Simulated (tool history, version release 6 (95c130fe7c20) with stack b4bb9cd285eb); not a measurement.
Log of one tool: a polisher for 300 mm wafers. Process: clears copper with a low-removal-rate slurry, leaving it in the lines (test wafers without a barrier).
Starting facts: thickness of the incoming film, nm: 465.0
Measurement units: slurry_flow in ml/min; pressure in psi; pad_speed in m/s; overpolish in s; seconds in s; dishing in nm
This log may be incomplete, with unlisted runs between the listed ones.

{"run": 1, "day": 0.0, "slurry_flow": 140, "pressure": 2.5, "pad_speed": 1.1, "slurry_solids": 1.0, "overpolish": 10, "seconds": 151.12, "dishing": 24.832}
{"run": 2, "day": 0.2, "slurry_flow": 140, "pressure": 2.5, "pad_speed": 1.1, "slurry_solids": 1.0, "overpolish": 6, "seconds": 146.14, "dishing": 15.455}
{"run": 3, "day": 0.458, "slurry_flow": 175, "pressure": 2.5, "pad_speed": 1.1, "slurry_solids": 1.0, "overpolish": 6, "seconds": 149.39, "dishing": 16.605}
{"run": 4, "day": 0.683, "slurry_flow": 180, "pressure": 2.5, "pad_speed": 1.1, "slurry_solids": 1.0, "overpolish": 8, "seconds": 142.28, "dishing": 21.057}
{"run": 5, "day": 0.879, "slurry_flow": 170, "pressure": 2.4, "pad_speed": 1.1, "slurry_solids": 1.0, "overpolish": 10, "seconds": 152.3, "dishing": 23.832}
{"run": 6, "day": 1.021, "slurry_flow": 170, "pressure": 2.4, "pad_speed": 1.1, "slurry_solids": 1.0, "overpolish": 7, "seconds": 151.53, "dishing": 18.175}
{"run": 7, "day": 1.354, "slurry_flow": 165, "pressure": 2.3, "pad_speed": 1.12, "slurry_solids": 1.0, "overpolish": 9, "seconds": 155.14, "dishing": 21.778}
{"run": 8, "day": 1.529, "slurry_flow": 160, "pressure": 2.2, "pad_speed": 1.14, "slurry_solids": 1.0, "overpolish": 10, "seconds": 162.15, "dishing": 22.914}
{"run": 9, "day": 1.6, "slurry_flow": 160, "pressure": 2.2, "pad_speed": 1.14, "slurry_solids": 1.0, "overpolish": 11, "seconds": 158.49, "dishing": 24.642}
{"run": 10, "day": 1.904, "slurry_flow": 160, "pressure": 2.2, "pad_speed": 1.12, "slurry_solids": 1.0, "overpolish": 12, "seconds": 161.87, "dishing": 26.527}
{"run": 11, "day": 2.042, "slurry_flow": 160, "pressure": 2.2, "pad_speed": 1.12, "slurry_solids": 1.0, "overpolish": 13, "seconds": 163.88, "dishing": 28.21}
{"run": 12, "day": 2.279, "slurry_flow": 160, "pressure": 2.2, "pad_speed": 1.12, "slurry_solids": 1.0, "overpolish": 14, "seconds": 162.48, "dishing": 30.491}

The next listed run, before its measurement:
{"run": 13, "day": 2.417, "slurry_flow": 160, "pressure": 2.2, "pad_speed": 1.12, "slurry_solids": 1.0, "overpolish": 15, "seconds": "?", "dishing": "?"}

Run 13 yielded seconds 164.31 s, dishing 31.465 nm.
